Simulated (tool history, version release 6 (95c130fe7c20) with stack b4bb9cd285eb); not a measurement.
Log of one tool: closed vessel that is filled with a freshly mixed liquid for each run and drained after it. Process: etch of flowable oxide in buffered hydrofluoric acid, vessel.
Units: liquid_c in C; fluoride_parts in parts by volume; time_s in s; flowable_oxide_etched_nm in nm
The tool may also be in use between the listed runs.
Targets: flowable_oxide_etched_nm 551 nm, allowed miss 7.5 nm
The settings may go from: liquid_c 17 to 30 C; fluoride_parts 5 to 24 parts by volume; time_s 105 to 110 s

{"run": 1, "hour": 0.0, "liquid_c": 22, "fluoride_parts": 14.5, "time_s": 105, "flowable_oxide_etched_nm": 236.86}
{"run": 2, "hour": 2.7, "liquid_c": 24, "fluoride_parts": 13, "time_s": 105, "flowable_oxide_etched_nm": 293.35}
{"run": 3, "hour": 6.9, "liquid_c": 24, "fluoride_parts": 15.5, "time_s": 105, "flowable_oxide_etched_nm": 247.28}
{"run": 4, "hour": 8.7, "liquid_c": 25.5, "fluoride_parts": 14, "time_s": 105, "flowable_oxide_etched_nm": 296.12}
{"run": 5, "hour": 16.6, "liquid_c": 26.5, "fluoride_parts": 12.5, "time_s": 105, "flowable_oxide_etched_nm": 349.04}
{"run": 6, "hour": 24.3, "liquid_c": 27.5, "fluoride_parts": 12.5, "time_s": 105, "flowable_oxide_etched_nm": 371.11}
{"run": 7, "hour": 29.9, "liquid_c": 28, "fluoride_parts": 11.5, "time_s": 105, "flowable_oxide_etched_nm": 414.58}
{"run": 8, "hour": 34.7, "liquid_c": 28.5, "fluoride_parts": 11, "time_s": 105, "flowable_oxide_etched_nm": 439.93}
{"run": 9, "hour": 42.5, "liquid_c": 29, "fluoride_parts": 10.5, "time_s": 105, "flowable_oxide_etched_nm": 477.26}
{"run": 10, "hour": 48.3, "liquid_c": 29, "fluoride_parts": 10, "time_s": 105, "flowable_oxide_etched_nm": 498.33}
{"run": 11, "hour": 50.8, "liquid_c": 29.5, "fluoride_parts": 9.5, "time_s": 105, "flowable_oxide_etched_nm": 528.17}

Which of these 4 next moves meets every target?
{"run": "A", "hour": 53.3, "liquid_c": 27, "fluoride_parts": 9, "time_s": 110, "flowable_oxide_etched_nm": "?"}
{"run": "B", "hour": 53.3, "liquid_c": 29, "fluoride_parts": 9.5, "time_s": 105, "flowable_oxide_etched_nm": "?"}
{"run": "C", "hour": 53.3, "liquid_c": 26.5, "fluoride_parts": 8, "time_s": 110, "flowable_oxide_etched_nm": "?"}
{"run": "D", "hour": 53.3, "liquid_c": 30, "fluoride_parts": 10.5, "time_s": 105, "flowable_oxide_etched_nm": "?"}

move=A flowable_oxide_etched_nm=499.57
move=B flowable_oxide_etched_nm=512.61
move=C flowable_oxide_etched_nm=552.62
move=D flowable_oxide_etched_nm=498.93
A: further off than the last run
B: further off than the last run
C: meets every target
D: further off than the last run
Move C is the one to make.
